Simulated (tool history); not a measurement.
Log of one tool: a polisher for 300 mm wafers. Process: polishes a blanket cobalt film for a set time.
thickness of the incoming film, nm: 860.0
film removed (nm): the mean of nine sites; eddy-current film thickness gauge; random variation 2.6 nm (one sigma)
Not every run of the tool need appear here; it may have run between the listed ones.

| run | hour | flow of slurry (ml/min) | pressure of the wafer on the pad (kPa) | speed of the pad under the wafer (m/s) | polishing time (s) | film removed (nm) |
|---|---|---|---|---|---|---|
| 1 | 0 | 265 | 11.7 | 1.22 | 77 | 401.62 |
| 2 | 3.4 | 265 | 10.3 | 1.22 | 77 | 357.29 |
| 3 | 5.3 | 265 | 10.3 | 1.44 | 77 | 413.19 |
| 4 | 13.4 | 265 | 9 | 1.42 | 77 | 363.04 |
| 5 | 22.3 | 265 | 9 | 1.42 | 77 | 362.97 |
| 6 | 22.9 | 265 | 9 | 1.56 | 77 | 400.02 |
| 7 | 26.7 | 265 | 8.3 | 1.5 | 77 | 355.36 |
| 8 | 28.3 | 265 | 8.3 | 1.5 | 77 | 356.74 |

Forecast run 9:
| 9 | 33.1 | 265 | 7.6 | 1.46 | 77 | ? |

{"run 9": {"film removed (nm)": 318.2}}
